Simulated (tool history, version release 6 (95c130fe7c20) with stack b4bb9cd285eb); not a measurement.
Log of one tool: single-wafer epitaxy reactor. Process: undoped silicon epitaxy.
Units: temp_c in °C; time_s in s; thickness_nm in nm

run,hour,temp_c,time_s,thickness_nm
1,0.0,635,271,39.817
2,2.5,637,271,41.785
3,9.4,637,291,45.391
4,11.9,644,291,53.396
5,14.7,644,322,59.452
6,15.4,648,322,65.240

The next listed run, before its measurement:
7,22.6,647,322,?

{"run 7": {"thickness_nm": 64.208}}
